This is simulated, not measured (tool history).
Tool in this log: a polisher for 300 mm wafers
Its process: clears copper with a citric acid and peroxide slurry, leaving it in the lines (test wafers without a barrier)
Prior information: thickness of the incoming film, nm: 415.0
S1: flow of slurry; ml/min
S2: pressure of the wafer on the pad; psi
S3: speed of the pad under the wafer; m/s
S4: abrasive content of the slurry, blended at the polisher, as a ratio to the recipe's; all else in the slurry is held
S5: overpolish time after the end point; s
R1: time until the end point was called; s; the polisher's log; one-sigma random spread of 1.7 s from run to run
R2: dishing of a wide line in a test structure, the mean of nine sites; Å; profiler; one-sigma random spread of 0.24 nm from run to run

| run | hour | S1 | S2 | S3 | S4 | S5 | R1 | R2 |
|---|---|---|---|---|---|---|---|---|
| 1 | 0.0 | 285 | 4.1 | 1.42 | 1.0 | 10 | 107.48 | 229.42 |
| 2 | 0.9 | 285 | 3.2 | 1.42 | 1.0 | 10 | 134.29 | 186.67 |
| 3 | 6.2 | 285 | 3.2 | 1.42 | 1.1 | 10 | 129.74 | 186.51 |
| 4 | 14.8 | 285 | 3.2 | 1.42 | 0.9 | 10 | 136.62 | 184.89 |
| 5 | 20.6 | 285 | 3.2 | 1.10 | 0.9 | 10 | 161.39 | 159.96 |
| 6 | 28.2 | 290 | 3.5 | 1.12 | 0.9 | 9 | 151.57 | 154.90 |
| 7 | 31.8 | 295 | 3.7 | 1.12 | 0.9 | 8 | 140.27 | 145.80 |
| 8 | 33.4 | 300 | 3.9 | 1.12 | 0.9 | 8 | 134.93 | 152.60 |
| 9 | 38.3 | 305 | 4.0 | 1.12 | 0.9 | 8 | 130.33 | 159.58 |
| 10 | 46.0 | 310 | 4.1 | 1.12 | 0.9 | 8 | 129.05 | 163.34 |
| 11 | 54.2 | 310 | 4.2 | 1.12 | 0.9 | 7 | 124.36 | 146.71 |
| 12 | 55.8 | 310 | 4.3 | 1.12 | 0.9 | 7 | 120.52 | 150.96 |
| 13 | 63.0 | 310 | 4.4 | 1.12 | 0.9 | 7 | 117.71 | 149.24 |

Run 14 comes next. What will it give?
| 14 | 67.9 | 310 | 4.5 | 1.12 | 0.9 | 7 | ? | ? |

Logged for run 14: R1 116.61 s, R2 154.88 Å.

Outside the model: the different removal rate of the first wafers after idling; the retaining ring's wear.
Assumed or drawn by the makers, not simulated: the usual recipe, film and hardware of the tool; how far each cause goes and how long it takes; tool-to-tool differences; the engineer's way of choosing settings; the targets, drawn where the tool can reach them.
